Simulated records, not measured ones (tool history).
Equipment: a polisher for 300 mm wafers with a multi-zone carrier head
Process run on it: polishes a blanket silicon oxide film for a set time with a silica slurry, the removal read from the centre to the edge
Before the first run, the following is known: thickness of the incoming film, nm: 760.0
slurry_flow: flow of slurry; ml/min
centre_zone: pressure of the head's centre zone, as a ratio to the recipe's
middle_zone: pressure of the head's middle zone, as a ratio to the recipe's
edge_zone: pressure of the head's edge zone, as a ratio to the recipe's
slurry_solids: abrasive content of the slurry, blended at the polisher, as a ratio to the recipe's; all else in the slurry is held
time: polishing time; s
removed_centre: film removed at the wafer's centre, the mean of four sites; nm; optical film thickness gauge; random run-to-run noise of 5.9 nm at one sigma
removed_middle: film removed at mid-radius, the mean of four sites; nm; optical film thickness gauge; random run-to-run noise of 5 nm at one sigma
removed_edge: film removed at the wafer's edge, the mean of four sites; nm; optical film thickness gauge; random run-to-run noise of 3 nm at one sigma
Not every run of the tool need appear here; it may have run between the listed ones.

run 1 day=0.000 | slurry_flow=140 centre_zone=1.00 middle_zone=1.00 edge_zone=1.00 slurry_solids=1.00 time=70 | removed_centre=279.22 removed_middle=263.56 removed_edge=255.09
run 2 day=0.279 | slurry_flow=145 centre_zone=0.99 middle_zone=1.01 edge_zone=1.03 slurry_solids=1.10 time=72 | removed_centre=295.21 removed_middle=281.67 removed_edge=273.65
run 3 day=0.542 | slurry_flow=150 centre_zone=0.97 middle_zone=1.02 edge_zone=1.05 slurry_solids=1.20 time=76 | removed_centre=313.56 removed_middle=312.25 removed_edge=303.51
run 4 day=0.817 | slurry_flow=150 centre_zone=1.04 middle_zone=1.02 edge_zone=1.05 slurry_solids=1.20 time=76 | removed_centre=323.50 removed_middle=311.18 removed_edge=303.29
run 5 day=1.171 | slurry_flow=150 centre_zone=1.09 middle_zone=1.02 edge_zone=1.05 slurry_solids=1.20 time=76 | removed_centre=347.69 removed_middle=305.72 removed_edge=308.57
run 6 day=1.525 | slurry_flow=155 centre_zone=1.07 middle_zone=1.04 edge_zone=1.07 slurry_solids=1.25 time=78 | removed_centre=354.61 removed_middle=327.38 removed_edge=323.54

For run 7, what comes out?
run 7 day=1.800 | slurry_flow=160 centre_zone=1.05 middle_zone=1.05 edge_zone=1.09 slurry_solids=1.30 time=80 | removed_centre=? removed_middle=? removed_edge=?

{"run 7": {"removed_centre": 366.83, "removed_middle": 356.25, "removed_edge": 338.99}}

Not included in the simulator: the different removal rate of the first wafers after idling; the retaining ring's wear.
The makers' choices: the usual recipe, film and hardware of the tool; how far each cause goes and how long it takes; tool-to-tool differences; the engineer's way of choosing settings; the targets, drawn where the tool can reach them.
